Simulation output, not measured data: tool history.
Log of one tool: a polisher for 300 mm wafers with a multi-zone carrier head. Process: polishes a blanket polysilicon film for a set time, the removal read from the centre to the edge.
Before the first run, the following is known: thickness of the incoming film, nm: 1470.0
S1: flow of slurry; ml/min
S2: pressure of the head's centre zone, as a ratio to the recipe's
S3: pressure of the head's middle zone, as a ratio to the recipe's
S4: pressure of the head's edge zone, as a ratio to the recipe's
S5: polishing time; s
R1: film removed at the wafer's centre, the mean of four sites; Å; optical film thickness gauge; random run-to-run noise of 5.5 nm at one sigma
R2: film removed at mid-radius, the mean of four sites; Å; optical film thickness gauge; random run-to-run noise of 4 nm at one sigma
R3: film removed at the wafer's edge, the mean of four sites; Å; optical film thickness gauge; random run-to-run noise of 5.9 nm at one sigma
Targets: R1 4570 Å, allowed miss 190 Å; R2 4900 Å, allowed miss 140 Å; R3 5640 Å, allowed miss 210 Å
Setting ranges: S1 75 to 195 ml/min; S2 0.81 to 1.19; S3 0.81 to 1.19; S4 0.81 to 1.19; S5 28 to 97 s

{"run": 1, "hour": 0.0, "S1": 125, "S2": 1, "S3": 1, "S4": 1, "S5": 62, "R1": 4126, "R2": 3953.4, "R3": 4069.5}
{"run": 2, "hour": 4.3, "S1": 130, "S2": 0.98, "S3": 1, "S4": 1.03, "S5": 64, "R1": 4147.4, "R2": 4167.1, "R3": 4352.5}
{"run": 3, "hour": 13.1, "S1": 130, "S2": 0.98, "S3": 1, "S4": 1.03, "S5": 50, "R1": 3261.2, "R2": 3210.9, "R3": 3369.6}
{"run": 4, "hour": 15.2, "S1": 130, "S2": 0.98, "S3": 1, "S4": 0.95, "S5": 50, "R1": 3260.5, "R2": 3271.9, "R3": 3337.7}
{"run": 5, "hour": 17.1, "S1": 130, "S2": 0.98, "S3": 0.97, "S4": 0.95, "S5": 50, "R1": 3261.1, "R2": 3192.1, "R3": 3286.7}
{"run": 6, "hour": 17.9, "S1": 135, "S2": 0.96, "S3": 0.97, "S4": 0.99, "S5": 54, "R1": 3489.1, "R2": 3462.8, "R3": 3669.1}
{"run": 7, "hour": 24.7, "S1": 145, "S2": 0.94, "S3": 0.96, "S4": 1.01, "S5": 57, "R1": 3622.1, "R2": 3670.3, "R3": 3900.3}
{"run": 8, "hour": 28.0, "S1": 115, "S2": 0.9, "S3": 0.96, "S4": 1.11, "S5": 75, "R1": 4378.2, "R2": 4581.4, "R3": 5207.1}

Which single option among these 4 for the next run brings every result within its allowed miss of target? Just one does.
{"run": "A", "hour": 31.3, "S1": 115, "S2": 0.9, "S3": 0.97, "S4": 1.11, "S5": 72, "R1": "?", "R2": "?", "R3": "?"}
{"run": "B", "hour": 31.3, "S1": 115, "S2": 0.87, "S3": 0.94, "S4": 1.11, "S5": 81, "R1": "?", "R2": "?", "R3": "?"}
{"run": "C", "hour": 31.3, "S1": 150, "S2": 0.84, "S3": 1.04, "S4": 1.13, "S5": 71, "R1": "?", "R2": "?", "R3": "?"}
{"run": "D", "hour": 31.3, "S1": 85, "S2": 0.93, "S3": 1.07, "S4": 1.17, "S5": 76, "R1": "?", "R2": "?", "R3": "?"}

move=A R1=4152.9 R2=4461.4 R3=4984.8
move=B R1=4521.4 R2=4898.7 R3=5610
move=C R1=4106.4 R2=4937.9 R3=5171.8
move=D R1=4066.1 R2=4634.5 R3=5072.5
A: further off than the last run
B: hits every target within its allowed miss
C: corrects the largest miss of the last run, while another result sits out of spec
D: further off than the last run
B is the move that brings every result within its allowed miss.

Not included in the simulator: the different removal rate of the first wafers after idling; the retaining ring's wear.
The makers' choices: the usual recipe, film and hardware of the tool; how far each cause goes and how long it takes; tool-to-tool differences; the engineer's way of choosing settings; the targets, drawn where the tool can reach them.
